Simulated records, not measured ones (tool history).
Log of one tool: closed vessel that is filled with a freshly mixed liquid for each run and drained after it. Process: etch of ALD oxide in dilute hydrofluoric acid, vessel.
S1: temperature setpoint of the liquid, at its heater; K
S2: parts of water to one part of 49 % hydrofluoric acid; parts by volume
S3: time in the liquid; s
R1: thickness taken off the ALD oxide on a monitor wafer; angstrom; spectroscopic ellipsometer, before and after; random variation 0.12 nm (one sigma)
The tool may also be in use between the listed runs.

run  hour      S1   S2   S3      R1
  1   0.0  295.15  250  245  187.44
  2   6.9  294.15  255  245  179.24
  3  12.9  293.65  260  245  171.45
  4  19.4  293.65  260  260  182.01
  5  22.9  293.65  260  245  169.97
  6  28.0  293.15  265  245  164.55
  7  35.1  293.15  265  245  161.83
  8  38.1  292.65  265  245  160.96
  9  41.2  292.15  270  245  152.11
 10  43.2  291.65  270  245  150.81

The next listed run, before its measurement:
 11  44.3  290.65  275  245   ?

{"run 11": {"R1": 143.27}}

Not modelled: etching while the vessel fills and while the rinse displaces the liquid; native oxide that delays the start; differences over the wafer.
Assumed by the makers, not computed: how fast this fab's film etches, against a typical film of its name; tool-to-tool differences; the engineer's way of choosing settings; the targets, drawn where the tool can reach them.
